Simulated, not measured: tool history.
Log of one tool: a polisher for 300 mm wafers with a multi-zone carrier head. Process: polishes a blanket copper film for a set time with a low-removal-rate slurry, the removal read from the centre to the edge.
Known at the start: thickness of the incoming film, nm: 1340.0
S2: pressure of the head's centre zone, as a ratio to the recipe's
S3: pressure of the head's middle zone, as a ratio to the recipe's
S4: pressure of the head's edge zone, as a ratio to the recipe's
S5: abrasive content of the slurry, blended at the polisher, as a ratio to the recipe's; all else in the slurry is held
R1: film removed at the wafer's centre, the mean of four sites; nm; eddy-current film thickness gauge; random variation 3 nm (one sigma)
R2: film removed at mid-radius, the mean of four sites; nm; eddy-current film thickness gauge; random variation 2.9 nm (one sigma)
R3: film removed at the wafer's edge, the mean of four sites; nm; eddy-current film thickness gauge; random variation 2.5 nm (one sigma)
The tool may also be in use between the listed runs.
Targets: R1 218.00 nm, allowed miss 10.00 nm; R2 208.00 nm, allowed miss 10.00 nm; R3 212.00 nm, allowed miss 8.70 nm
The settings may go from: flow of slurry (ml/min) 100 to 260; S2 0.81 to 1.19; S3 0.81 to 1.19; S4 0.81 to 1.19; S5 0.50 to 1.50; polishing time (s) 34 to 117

{"run": 1, "hour": 0.0, "flow of slurry (ml/min)": 165, "S2": 1.0, "S3": 1.0, "S4": 1.0, "S5": 1.0, "polishing time (s)": 75, "R1": 141.95, "R2": 136.42, "R3": 139.22}
{"run": 2, "hour": 4.7, "flow of slurry (ml/min)": 170, "S2": 1.01, "S3": 1.01, "S4": 1.03, "S5": 1.1, "polishing time (s)": 79, "R1": 156.24, "R2": 152.47, "R3": 151.93}
{"run": 3, "hour": 7.4, "flow of slurry (ml/min)": 170, "S2": 1.01, "S3": 1.08, "S4": 1.03, "S5": 1.1, "polishing time (s)": 79, "R1": 155.01, "R2": 163.08, "R3": 150.73}
{"run": 4, "hour": 9.4, "flow of slurry (ml/min)": 175, "S2": 1.02, "S3": 1.06, "S4": 1.06, "S5": 1.2, "polishing time (s)": 83, "R1": 165.49, "R2": 170.61, "R3": 168.18}
{"run": 5, "hour": 11.1, "flow of slurry (ml/min)": 175, "S2": 1.02, "S3": 1.06, "S4": 1.03, "S5": 1.2, "polishing time (s)": 83, "R1": 169.8, "R2": 172.61, "R3": 166.88}
{"run": 6, "hour": 18.5, "flow of slurry (ml/min)": 175, "S2": 1.02, "S3": 1.06, "S4": 0.99, "S5": 1.2, "polishing time (s)": 83, "R1": 167.15, "R2": 170.28, "R3": 163.31}
{"run": 7, "hour": 25.1, "flow of slurry (ml/min)": 180, "S2": 1.04, "S3": 1.06, "S4": 1.01, "S5": 1.25, "polishing time (s)": 85, "R1": 181.8, "R2": 178.33, "R3": 171.39}
{"run": 8, "hour": 33.1, "flow of slurry (ml/min)": 185, "S2": 1.05, "S3": 1.06, "S4": 1.03, "S5": 1.3, "polishing time (s)": 86, "R1": 191.12, "R2": 188.63, "R3": 176.32}
{"run": 9, "hour": 40.2, "flow of slurry (ml/min)": 190, "S2": 1.05, "S3": 1.04, "S4": 1.05, "S5": 1.35, "polishing time (s)": 88, "R1": 190.61, "R2": 189.65, "R3": 183.74}
{"run": 10, "hour": 47.6, "flow of slurry (ml/min)": 190, "S2": 1.05, "S3": 1.04, "S4": 1.05, "S5": 1.35, "polishing time (s)": 88, "R1": 193.33, "R2": 182.67, "R3": 181.89}
{"run": 11, "hour": 55.5, "flow of slurry (ml/min)": 190, "S2": 1.05, "S3": 1.04, "S4": 1.06, "S5": 1.4, "polishing time (s)": 90, "R1": 192.51, "R2": 196.63, "R3": 191.53}
{"run": 12, "hour": 62.7, "flow of slurry (ml/min)": 195, "S2": 1.06, "S3": 1.03, "S4": 1.07, "S5": 1.4, "polishing time (s)": 91, "R1": 204.67, "R2": 194.18, "R3": 198.78}
{"run": 13, "hour": 67.8, "flow of slurry (ml/min)": 200, "S2": 1.06, "S3": 1.04, "S4": 1.08, "S5": 1.4, "polishing time (s)": 91, "R1": 204.83, "R2": 195.1, "R3": 197.35}
{"run": 14, "hour": 75.4, "flow of slurry (ml/min)": 205, "S2": 1.06, "S3": 1.04, "S4": 1.09, "S5": 1.4, "polishing time (s)": 92, "R1": 207.01, "R2": 196.23, "R3": 201.69}
{"run": 15, "hour": 80.9, "flow of slurry (ml/min)": 210, "S2": 1.06, "S3": 1.05, "S4": 1.09, "S5": 1.4, "polishing time (s)": 92, "R1": 209.69, "R2": 202.51, "R3": 204.54}
{"hour": 88.1, "done": "worn pad replaced by a new one"}
{"run": 16, "hour": 88.1, "flow of slurry (ml/min)": 215, "S2": 1.06, "S3": 1.05, "S4": 1.09, "S5": 1.4, "polishing time (s)": 92, "R1": 223.4, "R2": 222.34, "R3": 219.99}
{"run": 17, "hour": 93.5, "flow of slurry (ml/min)": 210, "S2": 1.07, "S3": 1.04, "S4": 1.1, "S5": 1.4, "polishing time (s)": 92, "R1": 231.95, "R2": 219.33, "R3": 220.92}
{"run": 18, "hour": 95.5, "flow of slurry (ml/min)": 205, "S2": 1.07, "S3": 1.04, "S4": 1.1, "S5": 1.4, "polishing time (s)": 92, "R1": 230.77, "R2": 222.89, "R3": 222.5}

5 next moves are on the table. One of them brings every result within its allowed miss. Which?
{"run": "A", "hour": 97.5, "flow of slurry (ml/min)": 195, "S2": 1.07, "S3": 1.11, "S4": 1.08, "S5": 1.45, "polishing time (s)": 95, "R1": "?", "R2": "?", "R3": "?"}
{"run": "B", "hour": 97.5, "flow of slurry (ml/min)": 175, "S2": 1.06, "S3": 1.01, "S4": 1.19, "S5": 1.5, "polishing time (s)": 98, "R1": "?", "R2": "?", "R3": "?"}
{"run": "C", "hour": 97.5, "flow of slurry (ml/min)": 195, "S2": 1.01, "S3": 0.98, "S4": 1.13, "S5": 1.15, "polishing time (s)": 99, "R1": "?", "R2": "?", "R3": "?"}
{"run": "D", "hour": 97.5, "flow of slurry (ml/min)": 165, "S2": 1.09, "S3": 1.19, "S4": 1.07, "S5": 1.45, "polishing time (s)": 94, "R1": "?", "R2": "?", "R3": "?"}
{"run": "E", "hour": 97.5, "flow of slurry (ml/min)": 215, "S2": 1.07, "S3": 1.04, "S4": 1.13, "S5": 1.4, "polishing time (s)": 86, "R1": "?", "R2": "?", "R3": "?"}

move=A R1=241.29 R2=241.16 R3=223.77
move=B R1=243.56 R2=230.35 R3=241.75
move=C R1=223.96 R2=217.37 R3=225.74
move=D R1=235.70 R2=243.99 R3=215.66
move=E R1=219.97 R2=209.54 R3=207.85
A: further off than the last run
B: further off than the last run
C: brings the result that was furthest off to its target, and leaves another outside
D: further off than the last run
E: meets every target
Move E is the one to make.
